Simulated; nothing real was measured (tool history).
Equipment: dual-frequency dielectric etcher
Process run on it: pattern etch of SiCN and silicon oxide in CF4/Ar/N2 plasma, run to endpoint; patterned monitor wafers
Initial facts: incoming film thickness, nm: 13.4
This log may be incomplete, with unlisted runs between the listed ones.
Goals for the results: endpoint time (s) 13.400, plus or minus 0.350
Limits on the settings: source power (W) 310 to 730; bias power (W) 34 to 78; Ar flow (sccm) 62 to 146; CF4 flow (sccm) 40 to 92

Run 1, hour 0.0: source power (W) 520, bias power (W) 56, Ar flow (sccm) 104, CF4 flow (sccm) 66. Result: endpoint time (s) 14.839.
Run 2, hour 5.0: source power (W) 520, bias power (W) 56, Ar flow (sccm) 112, CF4 flow (sccm) 66. Result: endpoint time (s) 15.019.
Run 3, hour 8.1: source power (W) 520, bias power (W) 60, Ar flow (sccm) 112, CF4 flow (sccm) 66. Result: endpoint time (s) 14.972.
Run 4, hour 9.8: source power (W) 520, bias power (W) 66, Ar flow (sccm) 112, CF4 flow (sccm) 66. Result: endpoint time (s) 14.558.
Run 5, hour 12.7: source power (W) 480, bias power (W) 66, Ar flow (sccm) 112, CF4 flow (sccm) 66. Result: endpoint time (s) 15.292.
Run 6, hour 14.6: source power (W) 490, bias power (W) 66, Ar flow (sccm) 112, CF4 flow (sccm) 66. Result: endpoint time (s) 15.342.
Run 7, hour 18.3: source power (W) 500, bias power (W) 66, Ar flow (sccm) 112, CF4 flow (sccm) 66. Result: endpoint time (s) 15.004.
Run 8, hour 21.2: source power (W) 510, bias power (W) 66, Ar flow (sccm) 112, CF4 flow (sccm) 66. Result: endpoint time (s) 14.760.
Run 9, hour 23.0: source power (W) 520, bias power (W) 66, Ar flow (sccm) 112, CF4 flow (sccm) 66. Result: endpoint time (s) 14.649.
Run 10, hour 27.7: source power (W) 530, bias power (W) 66, Ar flow (sccm) 112, CF4 flow (sccm) 66. Result: endpoint time (s) 14.373.

Next run, 5 choices. One meets every target within its allowed miss, the rest don't. Which?
Run A, hour 32.4: source power (W) 580, bias power (W) 60, Ar flow (sccm) 125, CF4 flow (sccm) 81. Result: endpoint time (s) ?.
Run B, hour 32.4: source power (W) 490, bias power (W) 61, Ar flow (sccm) 136, CF4 flow (sccm) 71. Result: endpoint time (s) ?.
Run C, hour 32.4: source power (W) 600, bias power (W) 65, Ar flow (sccm) 114, CF4 flow (sccm) 80. Result: endpoint time (s) ?.
Run D, hour 32.4: source power (W) 580, bias power (W) 70, Ar flow (sccm) 104, CF4 flow (sccm) 68. Result: endpoint time (s) ?.
Run E, hour 32.4: source power (W) 550, bias power (W) 59, Ar flow (sccm) 98, CF4 flow (sccm) 70. Result: endpoint time (s) ?.

move  endpoint time (s)
   A             13.486
   B             15.811
   C             12.721
   D             12.962
   E             14.024
A: meets every target
B: misses by more than the last run did
C: moves the result that the last run missed by most past its target, out the other side
D: moves the result that the last run missed by most past its target, out the other side
E: closes in on the targets versus the last run, not all within tolerance yet
The move that meets every target is A.

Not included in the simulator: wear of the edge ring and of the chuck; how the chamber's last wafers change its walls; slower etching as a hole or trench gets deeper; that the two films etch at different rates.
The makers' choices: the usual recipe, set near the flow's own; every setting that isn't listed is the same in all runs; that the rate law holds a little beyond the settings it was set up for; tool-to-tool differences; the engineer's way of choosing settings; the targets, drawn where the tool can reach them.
